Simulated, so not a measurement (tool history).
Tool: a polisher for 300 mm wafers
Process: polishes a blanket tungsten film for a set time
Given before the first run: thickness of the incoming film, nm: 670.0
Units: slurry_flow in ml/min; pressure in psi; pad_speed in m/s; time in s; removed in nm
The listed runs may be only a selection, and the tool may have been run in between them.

run  hour  slurry_flow  pressure  pad_speed  slurry_solids  time  removed
  1   0.0          255       4.3       0.92            1.0    26  116.970
  2   8.5          255       4.3       0.78            1.0    26   98.315
  3  17.3          225       4.3       0.78            1.0    26   97.583
  4  20.5          225       4.0       0.78            1.0    26   91.808
  5  23.5          225       4.0       0.78            1.1    26   91.806
  6  26.4          225       4.0       0.78            1.0    26   90.273
  7  33.2          225       3.8       0.78            1.0    26   88.508
  8  35.1          225       3.6       0.78            1.0    26   85.405

Run 9 is up next; what results do you expect?
  9  38.3          225       3.4       0.78            1.0    26        ?

{"run 9": {"removed": 80.778}}

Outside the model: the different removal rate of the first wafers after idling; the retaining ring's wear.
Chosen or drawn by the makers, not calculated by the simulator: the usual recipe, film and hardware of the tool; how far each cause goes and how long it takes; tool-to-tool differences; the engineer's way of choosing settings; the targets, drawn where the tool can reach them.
